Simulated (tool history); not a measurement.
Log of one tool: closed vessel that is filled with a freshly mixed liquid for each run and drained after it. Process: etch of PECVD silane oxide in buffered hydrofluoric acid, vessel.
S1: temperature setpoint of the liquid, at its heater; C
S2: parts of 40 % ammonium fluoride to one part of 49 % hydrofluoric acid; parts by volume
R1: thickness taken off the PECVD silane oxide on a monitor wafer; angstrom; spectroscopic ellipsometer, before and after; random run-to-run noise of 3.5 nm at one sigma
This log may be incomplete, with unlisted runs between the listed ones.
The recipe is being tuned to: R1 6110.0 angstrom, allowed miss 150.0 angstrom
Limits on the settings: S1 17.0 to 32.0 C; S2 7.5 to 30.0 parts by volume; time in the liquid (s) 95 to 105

{"run": 1, "hour": 0.0, "S1": 24.0, "S2": 21.0, "time in the liquid (s)": 95, "R1": 2322.6}
{"run": 2, "hour": 7.9, "S1": 26.5, "S2": 17.0, "time in the liquid (s)": 95, "R1": 3221.8}
{"run": 3, "hour": 16.6, "S1": 28.0, "S2": 14.5, "time in the liquid (s)": 95, "R1": 4125.6}
{"run": 4, "hour": 19.8, "S1": 28.0, "S2": 14.5, "time in the liquid (s)": 105, "R1": 4573.9}
{"run": 5, "hour": 23.1, "S1": 29.0, "S2": 14.0, "time in the liquid (s)": 105, "R1": 5030.7}
{"run": 6, "hour": 24.4, "S1": 30.0, "S2": 14.0, "time in the liquid (s)": 105, "R1": 5262.9}
{"run": 7, "hour": 28.9, "S1": 30.5, "S2": 13.5, "time in the liquid (s)": 105, "R1": 5568.1}
{"run": 8, "hour": 35.0, "S1": 31.0, "S2": 13.5, "time in the liquid (s)": 105, "R1": 5745.5}
{"run": 9, "hour": 41.6, "S1": 31.5, "S2": 13.5, "time in the liquid (s)": 105, "R1": 5893.8}

Which single option among these 5 for the next run brings every result within its allowed miss of target? Just one does.
{"run": "A", "hour": 48.2, "S1": 30.0, "S2": 12.0, "time in the liquid (s)": 95, "R1": "?"}
{"run": "B", "hour": 48.2, "S1": 31.5, "S2": 12.5, "time in the liquid (s)": 95, "R1": "?"}
{"run": "C", "hour": 48.2, "S1": 26.5, "S2": 9.0, "time in the liquid (s)": 100, "R1": "?"}
{"run": "D", "hour": 48.2, "S1": 32.0, "S2": 15.0, "time in the liquid (s)": 105, "R1": "?"}
{"run": "E", "hour": 48.2, "S1": 30.5, "S2": 12.0, "time in the liquid (s)": 95, "R1": "?"}

move=A R1=5543.4
move=B R1=5761.2
move=C R1=6183.8
move=D R1=5468.3
move=E R1=5690.5
A: its largest miss is bigger than the last run's
B: its largest miss is bigger than the last run's
C: every result within its allowed miss
D: its largest miss is bigger than the last run's
E: its largest miss is bigger than the last run's
Correct choice: C, which meets every target

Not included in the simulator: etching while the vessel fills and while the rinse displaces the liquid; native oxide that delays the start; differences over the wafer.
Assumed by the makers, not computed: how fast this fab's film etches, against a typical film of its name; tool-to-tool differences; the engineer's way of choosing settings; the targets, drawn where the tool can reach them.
